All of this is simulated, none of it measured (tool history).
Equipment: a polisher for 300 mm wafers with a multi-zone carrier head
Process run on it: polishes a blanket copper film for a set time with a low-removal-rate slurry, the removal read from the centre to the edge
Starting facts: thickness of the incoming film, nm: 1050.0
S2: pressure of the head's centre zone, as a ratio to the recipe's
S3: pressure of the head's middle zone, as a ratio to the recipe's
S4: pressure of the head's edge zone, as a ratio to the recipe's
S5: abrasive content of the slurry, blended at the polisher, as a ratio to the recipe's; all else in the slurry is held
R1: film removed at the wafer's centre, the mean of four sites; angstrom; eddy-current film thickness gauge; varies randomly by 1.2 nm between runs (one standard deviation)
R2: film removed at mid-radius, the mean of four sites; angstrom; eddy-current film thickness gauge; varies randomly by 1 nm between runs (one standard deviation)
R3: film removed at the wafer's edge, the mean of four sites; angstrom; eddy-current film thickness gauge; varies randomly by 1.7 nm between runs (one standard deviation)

run 1 hour=0 | flow_of_slurry_(ml/min)=300 S2=1 S3=1 S4=1 S5=1 polishing_time_(s)=42 | R1=1003 R2=1044.5 R3=999.78
run 2 hour=1.9 | flow_of_slurry_(ml/min)=300 S2=1 S3=1.01 S4=1.03 S5=1.1 polishing_time_(s)=42 | R1=1036.1 R2=1061.8 R3=1026.2
run 3 hour=4.6 | flow_of_slurry_(ml/min)=300 S2=0.98 S3=1.02 S4=1.06 S5=1.2 polishing_time_(s)=43 | R1=1104.6 R2=1111.6 R3=1092.1
run 4 hour=7.8 | flow_of_slurry_(ml/min)=300 S2=0.98 S3=1.02 S4=1.06 S5=1.4 polishing_time_(s)=43 | R1=1112.9 R2=1140.4 R3=1134.3
run 5 hour=14.4 | flow_of_slurry_(ml/min)=300 S2=1.06 S3=1.02 S4=1.06 S5=1.4 polishing_time_(s)=43 | R1=1157.1 R2=1137.5 R3=1115.3
run 6 hour=21.6 | flow_of_slurry_(ml/min)=300 S2=1.09 S3=1.02 S4=1.06 S5=1.4 polishing_time_(s)=43 | R1=1205.8 R2=1152.2 R3=1147

Run 7 has not been measured yet. What should we expect?
run 7 hour=24 | flow_of_slurry_(ml/min)=280 S2=0.99 S3=1.09 S4=1.16 S5=1.5 polishing_time_(s)=46 | R1=? R2=? R3=?

R1: 1215.6 angstrom
R2: 1273.3 angstrom
R3: 1249.1 angstrom
